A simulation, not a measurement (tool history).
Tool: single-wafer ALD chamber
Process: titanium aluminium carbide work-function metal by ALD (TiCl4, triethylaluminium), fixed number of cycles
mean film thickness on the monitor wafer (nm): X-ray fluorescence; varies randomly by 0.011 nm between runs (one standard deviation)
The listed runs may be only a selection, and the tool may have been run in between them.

run	hour	heater temperature setpoint (°C)	triethylaluminium pulse time (s)	mean film thickness on the monitor wafer (nm)
1	0.0	300	10.05	2.2205
2	4.1	296	9.61	2.1694
3	4.9	305	9.61	2.2687
4	5.5	314	9.61	2.3320
5	9.7	307	9.61	2.2743
6	17.3	301	9.61	2.2019
7	24.2	298	9.29	2.1975
8	27.8	294	8.85	2.1271
9	31.9	292	8.65	2.1033

Estimate the outcome of run 10 from the log above:
10	38.1	291	8.50	?

For run 10 the tool returned mean film thickness on the monitor wafer (nm) 2.0680.
